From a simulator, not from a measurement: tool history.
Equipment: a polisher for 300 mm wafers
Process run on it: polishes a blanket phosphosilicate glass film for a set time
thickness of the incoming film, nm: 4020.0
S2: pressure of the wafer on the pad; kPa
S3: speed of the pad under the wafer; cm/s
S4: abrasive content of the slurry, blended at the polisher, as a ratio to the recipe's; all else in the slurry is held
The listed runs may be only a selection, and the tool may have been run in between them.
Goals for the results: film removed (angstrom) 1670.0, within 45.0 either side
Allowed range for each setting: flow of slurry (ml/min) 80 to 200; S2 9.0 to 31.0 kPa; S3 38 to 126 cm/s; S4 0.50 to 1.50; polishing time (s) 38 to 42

run 1 hour=0.0 | flow_of_slurry_(ml/min)=130 S2=20.0 S3=82 S4=1.00 polishing_time_(s)=42 | film_removed_(angstrom)=1891.5
run 2 hour=8.1 | flow_of_slurry_(ml/min)=125 S2=20.0 S3=82 S4=1.00 polishing_time_(s)=42 | film_removed_(angstrom)=1866.7
run 3 hour=15.7 | flow_of_slurry_(ml/min)=110 S2=20.0 S3=82 S4=1.00 polishing_time_(s)=42 | film_removed_(angstrom)=1845.1
run 4 hour=19.9 | flow_of_slurry_(ml/min)=110 S2=20.0 S3=82 S4=1.00 polishing_time_(s)=42 | film_removed_(angstrom)=1830.3
run 5 hour=27.8 | flow_of_slurry_(ml/min)=85 S2=20.0 S3=82 S4=1.00 polishing_time_(s)=42 | film_removed_(angstrom)=1757.9
run 6 hour=35.4 | flow_of_slurry_(ml/min)=85 S2=20.0 S3=88 S4=1.00 polishing_time_(s)=42 | film_removed_(angstrom)=1828.7
run 7 hour=41.5 | flow_of_slurry_(ml/min)=85 S2=19.3 S3=88 S4=1.00 polishing_time_(s)=42 | film_removed_(angstrom)=1794.3
run 8 hour=47.3 | flow_of_slurry_(ml/min)=85 S2=18.6 S3=88 S4=1.00 polishing_time_(s)=42 | film_removed_(angstrom)=1730.2

Which of these 5 next moves meets every target?
run A hour=53.1 | flow_of_slurry_(ml/min)=80 S2=14.5 S3=126 S4=1.00 polishing_time_(s)=40 | film_removed_(angstrom)=?
run B hour=53.1 | flow_of_slurry_(ml/min)=80 S2=18.6 S3=96 S4=0.95 polishing_time_(s)=42 | film_removed_(angstrom)=?
run C hour=53.1 | flow_of_slurry_(ml/min)=80 S2=18.6 S3=98 S4=0.90 polishing_time_(s)=40 | film_removed_(angstrom)=?
run D hour=53.1 | flow_of_slurry_(ml/min)=80 S2=20.7 S3=82 S4=1.15 polishing_time_(s)=38 | film_removed_(angstrom)=?
run E hour=53.1 | flow_of_slurry_(ml/min)=90 S2=16.5 S3=92 S4=1.00 polishing_time_(s)=40 | film_removed_(angstrom)=?

move=A film_removed_(angstrom)=1792.7
move=B film_removed_(angstrom)=1804.8
move=C film_removed_(angstrom)=1693.8
move=D film_removed_(angstrom)=1745.1
move=E film_removed_(angstrom)=1585.1
A: moves away from the targets compared with the last run
B: moves away from the targets compared with the last run
C: all results land within tolerance of their targets
D: moves away from the targets compared with the last run
E: carries the result that was furthest off beyond its target, to the other side
C is the move that brings every result within its allowed miss.
